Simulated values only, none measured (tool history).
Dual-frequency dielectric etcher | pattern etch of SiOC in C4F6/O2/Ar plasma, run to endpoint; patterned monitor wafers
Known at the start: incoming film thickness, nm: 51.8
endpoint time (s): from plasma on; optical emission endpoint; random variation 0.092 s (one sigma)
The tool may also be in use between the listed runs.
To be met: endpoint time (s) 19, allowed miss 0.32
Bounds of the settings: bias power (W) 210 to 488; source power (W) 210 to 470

Run 1, hour 0: bias power (W) 349, source power (W) 340. Result: endpoint time (s) 21.933.
Run 2, hour 4.4: bias power (W) 349, source power (W) 390. Result: endpoint time (s) 20.826.
Run 3, hour 13.1: bias power (W) 365, source power (W) 390. Result: endpoint time (s) 20.607.
Run 4, hour 13.9: bias power (W) 381, source power (W) 390. Result: endpoint time (s) 20.379.
Run 5, hour 15: bias power (W) 381, source power (W) 430. Result: endpoint time (s) 19.871.
Run 6, hour 17.8: bias power (W) 381, source power (W) 400. Result: endpoint time (s) 19.907.
Run 7, hour 20.1: bias power (W) 388, source power (W) 400. Result: endpoint time (s) 19.903.
Run 8, hour 27.4: bias power (W) 396, source power (W) 400. Result: endpoint time (s) 19.868.
Run 9, hour 33.1: bias power (W) 405, source power (W) 400. Result: endpoint time (s) 19.631.
Run 10, hour 35.2: bias power (W) 411, source power (W) 400. Result: endpoint time (s) 19.565.

4 next moves are on the table. One of them brings every result within its allowed miss. Which?
Run A, hour 37.3: bias power (W) 325, source power (W) 470. Result: endpoint time (s) ?.
Run B, hour 37.3: bias power (W) 423, source power (W) 430. Result: endpoint time (s) ?.
Run C, hour 37.3: bias power (W) 403, source power (W) 380. Result: endpoint time (s) ?.
Run D, hour 37.3: bias power (W) 337, source power (W) 450. Result: endpoint time (s) ?.

move  endpoint time (s)
   A             20.358
   B             18.985
   C             20.121
   D             20.378
A: further off than the last run
B: meets every target
C: further off than the last run
D: further off than the last run
The right move is B.
